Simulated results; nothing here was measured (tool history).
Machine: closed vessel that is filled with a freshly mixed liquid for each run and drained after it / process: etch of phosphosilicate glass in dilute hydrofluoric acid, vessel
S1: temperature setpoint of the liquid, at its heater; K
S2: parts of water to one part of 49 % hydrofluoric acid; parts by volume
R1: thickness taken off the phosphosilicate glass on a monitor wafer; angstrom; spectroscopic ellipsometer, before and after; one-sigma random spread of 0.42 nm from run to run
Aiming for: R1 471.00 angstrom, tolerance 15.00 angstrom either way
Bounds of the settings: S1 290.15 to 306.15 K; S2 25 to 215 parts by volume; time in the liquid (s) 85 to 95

{"run": 1, "hour": 0.0, "S1": 298.15, "S2": 120, "time in the liquid (s)": 85, "R1": 578.7}
{"run": 2, "hour": 7.0, "S1": 301.15, "S2": 120, "time in the liquid (s)": 85, "R1": 645.39}
{"run": 3, "hour": 10.1, "S1": 301.15, "S2": 120, "time in the liquid (s)": 95, "R1": 718.91}
{"run": 4, "hour": 19.4, "S1": 300.15, "S2": 120, "time in the liquid (s)": 95, "R1": 696.45}
{"run": 5, "hour": 20.5, "S1": 299.15, "S2": 120, "time in the liquid (s)": 95, "R1": 664.74}
{"run": 6, "hour": 29.2, "S1": 298.15, "S2": 120, "time in the liquid (s)": 95, "R1": 640.22}
{"run": 7, "hour": 33.3, "S1": 297.15, "S2": 120, "time in the liquid (s)": 95, "R1": 619.36}
{"run": 8, "hour": 40.7, "S1": 296.15, "S2": 120, "time in the liquid (s)": 95, "R1": 594.55}
{"run": 9, "hour": 43.4, "S1": 295.65, "S2": 120, "time in the liquid (s)": 95, "R1": 577.44}
{"run": 10, "hour": 49.2, "S1": 295.15, "S2": 120, "time in the liquid (s)": 95, "R1": 581.42}
{"run": 11, "hour": 56.2, "S1": 294.65, "S2": 120, "time in the liquid (s)": 95, "R1": 561.26}
{"run": 12, "hour": 61.9, "S1": 294.15, "S2": 120, "time in the liquid (s)": 95, "R1": 547.68}
{"run": 13, "hour": 70.1, "S1": 293.65, "S2": 120, "time in the liquid (s)": 95, "R1": 539.16}
{"run": 14, "hour": 79.2, "S1": 293.15, "S2": 120, "time in the liquid (s)": 95, "R1": 527.41}
{"run": 15, "hour": 83.4, "S1": 292.65, "S2": 120, "time in the liquid (s)": 95, "R1": 508.15}
{"run": 16, "hour": 88.9, "S1": 291.65, "S2": 120, "time in the liquid (s)": 95, "R1": 498.38}

5 next moves are on the table. One of them brings every result within its allowed miss. Which?
{"run": "A", "hour": 94.4, "S1": 290.65, "S2": 115, "time in the liquid (s)": 90, "R1": "?"}
{"run": "B", "hour": 94.4, "S1": 292.15, "S2": 120, "time in the liquid (s)": 95, "R1": "?"}
{"run": "C", "hour": 94.4, "S1": 290.15, "S2": 115, "time in the liquid (s)": 85, "R1": "?"}
{"run": "D", "hour": 94.4, "S1": 290.65, "S2": 125, "time in the liquid (s)": 90, "R1": "?"}
{"run": "E", "hour": 94.4, "S1": 292.65, "S2": 120, "time in the liquid (s)": 95, "R1": "?"}

move=A R1=476.06
move=B R1=509.66
move=C R1=440.33
move=D R1=433.52
move=E R1=520.18
A: meets every target
B: its largest miss is bigger than the last run's
C: takes the result that was furthest off past its target
D: takes the result that was furthest off past its target
E: its largest miss is bigger than the last run's
A is the move that brings every result within its allowed miss.
